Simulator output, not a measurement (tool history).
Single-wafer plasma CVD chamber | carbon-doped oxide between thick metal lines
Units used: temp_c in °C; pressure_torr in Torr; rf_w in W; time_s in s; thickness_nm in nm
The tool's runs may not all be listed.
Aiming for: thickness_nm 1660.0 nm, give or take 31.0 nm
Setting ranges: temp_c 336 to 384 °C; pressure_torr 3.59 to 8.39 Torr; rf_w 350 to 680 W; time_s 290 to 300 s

{"run": 1, "hour": 0.0, "temp_c": 360, "pressure_torr": 5.99, "rf_w": 515, "time_s": 290, "thickness_nm": 1430.2}
{"run": 2, "hour": 2.0, "temp_c": 360, "pressure_torr": 5.3, "rf_w": 515, "time_s": 290, "thickness_nm": 1429.0}
{"run": 3, "hour": 3.8, "temp_c": 358, "pressure_torr": 5.35, "rf_w": 545, "time_s": 291, "thickness_nm": 1486.8}
{"run": 4, "hour": 11.1, "temp_c": 357, "pressure_torr": 5.42, "rf_w": 565, "time_s": 292, "thickness_nm": 1528.8}
{"hour": 18.4, "done": "RF generator calibrated"}
{"run": 5, "hour": 18.4, "temp_c": 357, "pressure_torr": 4.6, "rf_w": 565, "time_s": 292, "thickness_nm": 1550.7}
{"run": 6, "hour": 27.4, "temp_c": 356, "pressure_torr": 4.52, "rf_w": 575, "time_s": 292, "thickness_nm": 1574.0}
{"run": 7, "hour": 30.2, "temp_c": 354, "pressure_torr": 4.44, "rf_w": 585, "time_s": 292, "thickness_nm": 1590.0}
{"run": 8, "hour": 33.3, "temp_c": 354, "pressure_torr": 4.42, "rf_w": 595, "time_s": 292, "thickness_nm": 1602.4}

Next run, 4 choices. One meets every target within its allowed miss, the rest don't. Which?
{"run": "A", "hour": 36.4, "temp_c": 354, "pressure_torr": 4.24, "rf_w": 600, "time_s": 290, "thickness_nm": "?"}
{"run": "B", "hour": 36.4, "temp_c": 346, "pressure_torr": 4.48, "rf_w": 565, "time_s": 292, "thickness_nm": "?"}
{"run": "C", "hour": 36.4, "temp_c": 354, "pressure_torr": 4.53, "rf_w": 580, "time_s": 295, "thickness_nm": "?"}
{"run": "D", "hour": 36.4, "temp_c": 338, "pressure_torr": 5.04, "rf_w": 585, "time_s": 290, "thickness_nm": "?"}

move=A thickness_nm=1587.4
move=B thickness_nm=1578.8
move=C thickness_nm=1592.1
move=D thickness_nm=1646.5
A: lands further from the targets than the last run did
B: lands further from the targets than the last run did
C: lands further from the targets than the last run did
D: all results land within tolerance of their targets
Go with D: it meets all targets.

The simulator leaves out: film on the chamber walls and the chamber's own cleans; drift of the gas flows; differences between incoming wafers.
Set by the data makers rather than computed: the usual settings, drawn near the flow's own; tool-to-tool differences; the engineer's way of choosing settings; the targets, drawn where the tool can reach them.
